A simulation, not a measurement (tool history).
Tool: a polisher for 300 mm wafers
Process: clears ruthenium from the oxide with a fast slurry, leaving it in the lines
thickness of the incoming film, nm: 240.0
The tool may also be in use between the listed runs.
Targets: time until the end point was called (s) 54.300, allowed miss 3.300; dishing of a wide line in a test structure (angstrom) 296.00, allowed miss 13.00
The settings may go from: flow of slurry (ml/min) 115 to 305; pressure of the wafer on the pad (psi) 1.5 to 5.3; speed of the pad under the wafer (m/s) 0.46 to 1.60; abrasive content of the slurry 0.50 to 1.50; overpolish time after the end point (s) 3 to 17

| run | hour | flow of slurry (ml/min) | pressure of the wafer on the pad (psi) | speed of the pad under the wafer (m/s) | abrasive content of the slurry | overpolish time after the end point (s) | time until the end point was called (s) | dishing of a wide line in a test structure (angstrom) |
|---|---|---|---|---|---|---|---|---|
| 1 | 0.0 | 195 | 3.4 | 1.02 | 1.00 | 9 | 40.751 | 380.71 |
| 2 | 2.0 | 235 | 3.4 | 1.02 | 1.00 | 9 | 39.585 | 393.31 |
| 3 | 7.3 | 230 | 3.1 | 1.02 | 1.00 | 9 | 43.984 | 362.74 |
| 4 | 9.9 | 230 | 3.1 | 1.22 | 1.00 | 9 | 36.659 | 409.45 |
| 5 | 11.0 | 230 | 2.7 | 1.22 | 1.00 | 9 | 39.909 | 363.67 |
| 6 | 18.8 | 230 | 2.7 | 1.22 | 1.00 | 11 | 41.590 | 436.45 |
| 7 | 24.9 | 230 | 2.4 | 1.22 | 1.00 | 11 | 47.318 | 394.97 |
| 8 | 32.8 | 230 | 2.3 | 1.22 | 1.00 | 11 | 48.494 | 384.77 |
| 9 | 38.7 | 230 | 2.2 | 1.22 | 1.00 | 11 | 51.616 | 373.56 |
| 10 | 43.2 | 230 | 2.1 | 1.22 | 1.00 | 10 | 52.557 | 331.28 |

4 next moves are on the table. One of them brings every result within its allowed miss. Which?
| A | 47.7 | 240 | 1.9 | 1.24 | 1.05 | 10 | ? | ? |
| B | 47.7 | 205 | 1.9 | 1.36 | 0.85 | 11 | ? | ? |
| C | 47.7 | 275 | 2.1 | 1.18 | 1.05 | 10 | ? | ? |
| D | 47.7 | 225 | 2.0 | 1.34 | 0.90 | 9 | ? | ? |

| move | time until the end point was called (s) | dishing of a wide line in a test structure (angstrom) |
|---|---|---|
| A | 55.257 | 322.34 |
| B | 59.613 | 327.82 |
| C | 52.012 | 339.66 |
| D | 54.566 | 297.22 |
A: nearer than the last run, and not there yet
B: nearer than the last run, and not there yet
C: further off than the last run
D: meets every target
The right move is D.
